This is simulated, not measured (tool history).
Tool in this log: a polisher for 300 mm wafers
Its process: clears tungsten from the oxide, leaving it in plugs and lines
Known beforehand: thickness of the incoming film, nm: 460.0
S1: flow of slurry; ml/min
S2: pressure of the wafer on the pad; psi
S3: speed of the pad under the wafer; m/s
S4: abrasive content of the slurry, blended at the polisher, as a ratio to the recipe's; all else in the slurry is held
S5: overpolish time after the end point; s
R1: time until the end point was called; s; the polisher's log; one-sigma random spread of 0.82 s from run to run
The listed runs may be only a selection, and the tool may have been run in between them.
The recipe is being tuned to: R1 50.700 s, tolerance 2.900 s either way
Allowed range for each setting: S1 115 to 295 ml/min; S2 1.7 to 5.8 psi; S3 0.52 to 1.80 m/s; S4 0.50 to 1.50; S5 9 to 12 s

| run | hour | S1 | S2 | S3 | S4 | S5 | R1 |
|---|---|---|---|---|---|---|---|
| 1 | 0.0 | 190 | 3.7 | 1.16 | 1.00 | 12 | 76.380 |
| 2 | 2.4 | 190 | 3.7 | 0.90 | 1.00 | 12 | 99.428 |
| 3 | 3.7 | 190 | 3.7 | 0.70 | 1.00 | 12 | 124.350 |
| 4 | 11.6 | 190 | 4.1 | 0.76 | 1.00 | 12 | 102.660 |
| 5 | 17.4 | 190 | 4.1 | 0.66 | 1.00 | 12 | 118.920 |
|  | 24.8 | slurry nozzle cleaned |
| 6 | 24.8 | 190 | 4.1 | 0.66 | 1.00 | 12 | 111.190 |
| 7 | 28.0 | 190 | 4.4 | 0.70 | 1.00 | 12 | 103.520 |
| 8 | 28.6 | 205 | 5.4 | 1.02 | 1.10 | 12 | 55.254 |
| 9 | 29.3 | 205 | 5.5 | 1.02 | 1.10 | 12 | 55.041 |

Below are 5 possible settings for the next run. Only one of them brings all results inside the allowed miss of their targets. Which is it?
| A | 30.0 | 235 | 5.8 | 1.00 | 1.10 | 12 | ? |
| B | 30.0 | 200 | 5.2 | 1.06 | 1.15 | 12 | ? |
| C | 30.0 | 210 | 5.6 | 0.88 | 1.05 | 9 | ? |
| D | 30.0 | 195 | 5.2 | 1.08 | 0.90 | 12 | ? |
| E | 30.0 | 220 | 5.3 | 0.98 | 1.05 | 10 | ? |

| move | R1 |
|---|---|
| A | 51.004 |
| B | 54.227 |
| C | 61.235 |
| D | 56.611 |
| E | 57.909 |
A: all results in spec
B: better than the last run, though not everything is in spec
C: its largest miss is bigger than the last run's
D: its largest miss is bigger than the last run's
E: its largest miss is bigger than the last run's
The right move is A.
